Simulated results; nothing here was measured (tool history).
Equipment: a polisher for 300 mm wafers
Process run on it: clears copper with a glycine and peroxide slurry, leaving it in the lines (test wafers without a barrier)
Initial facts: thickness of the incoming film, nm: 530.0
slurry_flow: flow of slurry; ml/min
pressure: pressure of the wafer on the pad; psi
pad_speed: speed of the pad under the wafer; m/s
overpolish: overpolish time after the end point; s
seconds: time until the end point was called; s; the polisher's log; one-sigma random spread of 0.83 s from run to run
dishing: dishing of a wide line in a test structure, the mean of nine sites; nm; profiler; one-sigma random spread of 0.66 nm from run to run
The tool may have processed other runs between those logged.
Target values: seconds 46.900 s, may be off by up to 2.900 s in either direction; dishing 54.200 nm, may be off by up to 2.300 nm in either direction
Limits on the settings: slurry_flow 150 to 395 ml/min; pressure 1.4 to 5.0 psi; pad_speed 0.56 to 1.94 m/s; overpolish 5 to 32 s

| run | hour | slurry_flow | pressure | pad_speed | overpolish | seconds | dishing |
|---|---|---|---|---|---|---|---|
| 1 | 0.0 | 250 | 3.2 | 1.24 | 16 | 74.589 | 71.802 |
| 2 | 0.7 | 245 | 3.3 | 1.32 | 13 | 70.357 | 64.127 |
| 3 | 7.0 | 195 | 3.3 | 1.32 | 13 | 70.271 | 64.494 |
| 4 | 9.4 | 205 | 3.4 | 1.40 | 11 | 63.791 | 58.556 |
| 5 | 16.2 | 205 | 3.4 | 1.10 | 11 | 81.076 | 50.879 |
| 6 | 24.7 | 205 | 3.8 | 1.14 | 10 | 71.954 | 52.242 |
| 7 | 26.4 | 205 | 4.1 | 1.20 | 9 | 63.011 | 52.319 |
| 8 | 29.2 | 205 | 4.3 | 1.22 | 8 | 60.885 | 50.028 |
| 9 | 37.2 | 205 | 4.5 | 1.26 | 8 | 54.385 | 51.546 |
| 10 | 41.6 | 205 | 4.6 | 1.26 | 8 | 53.362 | 53.947 |
| 11 | 43.4 | 205 | 4.6 | 1.26 | 8 | 54.739 | 53.362 |
| 12 | 50.2 | 205 | 4.7 | 1.28 | 8 | 53.663 | 54.673 |
| 13 | 51.6 | 205 | 4.8 | 1.30 | 8 | 50.737 | 55.930 |
| 14 | 52.2 | 205 | 5.0 | 1.34 | 6 | 46.488 | 46.740 |

Pick the move, out of 4, that brings all results within their allowed miss; only one does.
| A | 52.8 | 265 | 4.7 | 1.36 | 5 | ? | ? |
| B | 52.8 | 260 | 5.0 | 1.32 | 5 | ? | ? |
| C | 52.8 | 280 | 4.7 | 1.44 | 7 | ? | ? |
| D | 52.8 | 150 | 4.9 | 1.50 | 6 | ? | ? |

| move | seconds | dishing |
|---|---|---|
| A | 49.036 | 38.942 |
| B | 47.760 | 39.944 |
| C | 46.324 | 54.708 |
| D | 45.637 | 48.666 |
A: misses by more than the last run did
B: misses by more than the last run did
C: all results land within tolerance of their targets
D: nearer the targets than the last run, but a result is still out of spec
Move C is the one to make.
